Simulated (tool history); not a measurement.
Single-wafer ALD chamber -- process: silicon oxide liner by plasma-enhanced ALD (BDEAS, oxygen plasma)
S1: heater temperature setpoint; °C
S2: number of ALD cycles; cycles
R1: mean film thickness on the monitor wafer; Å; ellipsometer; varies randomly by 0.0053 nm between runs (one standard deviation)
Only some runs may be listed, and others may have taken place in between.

Run 1, day 0.000: S1 315 °C, S2 33 cycles. Result: R1 31.032 Å.
Run 2, day 0.104: S1 315 °C, S2 35 cycles. Result: R1 32.778 Å.
Run 3, day 0.417: S1 305 °C, S2 35 cycles. Result: R1 33.261 Å.
Run 4, day 0.525: S1 305 °C, S2 39 cycles. Result: R1 37.082 Å.
Run 5, day 0.675: S1 307 °C, S2 35 cycles. Result: R1 33.361 Å.
Run 6, day 0.783: S1 312 °C, S2 32 cycles. Result: R1 30.236 Å.
Run 7, day 1.042: S1 314 °C, S2 30 cycles. Result: R1 28.137 Å.
Run 8, day 1.417: S1 323 °C, S2 26 cycles. Result: R1 24.164 Å.

Run 9 is up next; what results do you expect?
Run 9, day 1.788: S1 321 °C, S2 26 cycles. Result: R1 ?.

R1: 24.087 Å
